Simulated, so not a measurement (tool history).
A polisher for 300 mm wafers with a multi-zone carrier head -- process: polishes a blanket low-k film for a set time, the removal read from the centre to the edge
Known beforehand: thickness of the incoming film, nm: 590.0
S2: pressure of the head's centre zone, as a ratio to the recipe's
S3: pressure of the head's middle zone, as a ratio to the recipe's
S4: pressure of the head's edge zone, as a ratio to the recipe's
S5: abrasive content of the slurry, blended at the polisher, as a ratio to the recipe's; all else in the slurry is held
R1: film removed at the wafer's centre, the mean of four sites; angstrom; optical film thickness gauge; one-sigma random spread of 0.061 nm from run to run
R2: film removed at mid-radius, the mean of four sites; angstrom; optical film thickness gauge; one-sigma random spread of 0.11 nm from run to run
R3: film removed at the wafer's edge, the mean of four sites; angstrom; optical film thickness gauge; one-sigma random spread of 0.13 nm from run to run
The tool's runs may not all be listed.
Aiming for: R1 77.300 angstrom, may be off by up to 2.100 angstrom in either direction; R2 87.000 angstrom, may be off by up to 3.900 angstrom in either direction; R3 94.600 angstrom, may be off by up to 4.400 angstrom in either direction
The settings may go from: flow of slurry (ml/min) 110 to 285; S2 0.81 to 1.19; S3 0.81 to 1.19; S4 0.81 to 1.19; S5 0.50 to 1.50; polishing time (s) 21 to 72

{"run": 1, "hour": 0.0, "flow of slurry (ml/min)": 180, "S2": 1.0, "S3": 1.0, "S4": 1.0, "S5": 1.0, "polishing time (s)": 46, "R1": 145.93, "R2": 131.46, "R3": 137.61}
{"run": 2, "hour": 7.5, "flow of slurry (ml/min)": 180, "S2": 0.91, "S3": 1.0, "S4": 1.0, "S5": 1.0, "polishing time (s)": 46, "R1": 132.98, "R2": 132.7, "R3": 137.15}
{"run": 3, "hour": 14.7, "flow of slurry (ml/min)": 175, "S2": 0.9, "S3": 1.0, "S4": 1.01, "S5": 0.95, "polishing time (s)": 45, "R1": 124.5, "R2": 129.72, "R3": 132.01}
{"run": 4, "hour": 23.6, "flow of slurry (ml/min)": 175, "S2": 0.9, "S3": 1.0, "S4": 1.01, "S5": 0.95, "polishing time (s)": 55, "R1": 150.68, "R2": 152.83, "R3": 163.62}
{"run": 5, "hour": 30.5, "flow of slurry (ml/min)": 170, "S2": 0.89, "S3": 0.99, "S4": 1.01, "S5": 0.9, "polishing time (s)": 53, "R1": 140.76, "R2": 145.29, "R3": 149.59}
{"run": 6, "hour": 35.3, "flow of slurry (ml/min)": 165, "S2": 0.88, "S3": 0.98, "S4": 1.03, "S5": 0.85, "polishing time (s)": 51, "R1": 130.88, "R2": 132.72, "R3": 141.78}
{"run": 7, "hour": 43.0, "flow of slurry (ml/min)": 160, "S2": 0.87, "S3": 0.99, "S4": 1.05, "S5": 0.8, "polishing time (s)": 49, "R1": 123.32, "R2": 124.85, "R3": 138.27}
{"run": 8, "hour": 49.8, "flow of slurry (ml/min)": 160, "S2": 0.87, "S3": 0.99, "S4": 1.05, "S5": 0.8, "polishing time (s)": 49, "R1": 121.32, "R2": 127.34, "R3": 139.47}
{"run": 9, "hour": 55.8, "flow of slurry (ml/min)": 155, "S2": 0.86, "S3": 0.99, "S4": 1.05, "S5": 0.75, "polishing time (s)": 47, "R1": 112.37, "R2": 119.64, "R3": 126.06}
{"hour": 64.1, "done": "centre zone pressure recalibrated"}
{"run": 10, "hour": 64.1, "flow of slurry (ml/min)": 150, "S2": 0.85, "S3": 0.99, "S4": 1.06, "S5": 0.7, "polishing time (s)": 46, "R1": 97.688, "R2": 109.88, "R3": 121.56}
{"run": 11, "hour": 67.3, "flow of slurry (ml/min)": 145, "S2": 0.85, "S3": 0.97, "S4": 1.04, "S5": 0.7, "polishing time (s)": 46, "R1": 95.778, "R2": 108.66, "R3": 118.94}
{"run": 12, "hour": 72.3, "flow of slurry (ml/min)": 150, "S2": 0.86, "S3": 0.95, "S4": 1.02, "S5": 0.7, "polishing time (s)": 46, "R1": 98.296, "R2": 105.0, "R3": 115.68}
{"run": 13, "hour": 76.3, "flow of slurry (ml/min)": 145, "S2": 0.85, "S3": 0.94, "S4": 1.0, "S5": 0.7, "polishing time (s)": 46, "R1": 95.829, "R2": 104.9, "R3": 118.07}
{"run": 14, "hour": 77.3, "flow of slurry (ml/min)": 150, "S2": 0.85, "S3": 0.94, "S4": 0.98, "S5": 0.65, "polishing time (s)": 46, "R1": 94.431, "R2": 104.91, "R3": 111.34}
{"run": 15, "hour": 84.5, "flow of slurry (ml/min)": 145, "S2": 0.85, "S3": 0.93, "S4": 0.97, "S5": 0.65, "polishing time (s)": 46, "R1": 94.986, "R2": 103.09, "R3": 112.95}
{"run": 16, "hour": 92.2, "flow of slurry (ml/min)": 145, "S2": 0.85, "S3": 0.92, "S4": 0.96, "S5": 0.65, "polishing time (s)": 46, "R1": 91.975, "R2": 100.39, "R3": 110.78}
{"run": 17, "hour": 97.8, "flow of slurry (ml/min)": 145, "S2": 0.85, "S3": 0.91, "S4": 0.95, "S5": 0.65, "polishing time (s)": 46, "R1": 91.602, "R2": 101.34, "R3": 111.81}
{"run": 18, "hour": 98.9, "flow of slurry (ml/min)": 145, "S2": 0.85, "S3": 0.9, "S4": 0.94, "S5": 0.65, "polishing time (s)": 46, "R1": 93.508, "R2": 98.831, "R3": 110.63}
{"run": 19, "hour": 101.1, "flow of slurry (ml/min)": 120, "S2": 0.81, "S3": 0.92, "S4": 0.91, "S5": 0.5, "polishing time (s)": 43, "R1": 72.577, "R2": 82.071, "R3": 90.361}

Below are 4 possible settings for the next run. Only one of them brings all results inside the allowed miss of their targets. Which is it?
{"run": "A", "hour": 103.3, "flow of slurry (ml/min)": 110, "S2": 0.81, "S3": 0.81, "S4": 1.03, "S5": 0.55, "polishing time (s)": 40, "R1": "?", "R2": "?", "R3": "?"}
{"run": "B", "hour": 103.3, "flow of slurry (ml/min)": 135, "S2": 0.89, "S3": 0.88, "S4": 0.93, "S5": 0.6, "polishing time (s)": 38, "R1": "?", "R2": "?", "R3": "?"}
{"run": "C", "hour": 103.3, "flow of slurry (ml/min)": 170, "S2": 0.81, "S3": 0.89, "S4": 0.92, "S5": 0.5, "polishing time (s)": 44, "R1": "?", "R2": "?", "R3": "?"}
{"run": "D", "hour": 103.3, "flow of slurry (ml/min)": 150, "S2": 0.89, "S3": 1.02, "S4": 0.85, "S5": 0.55, "polishing time (s)": 39, "R1": "?", "R2": "?", "R3": "?"}

move=A R1=68.664 R2=70.861 R3=92.825
move=B R1=77.107 R2=76.260 R3=88.962
move=C R1=78.075 R2=85.286 R3=97.283
move=D R1=77.728 R2=85.219 R3=85.333
A: lands further from the targets than the last run did
B: the furthest-off result lands on target, but another misses its tolerance
C: meets every target
D: the furthest-off result lands on target, but another misses its tolerance
Answer: C
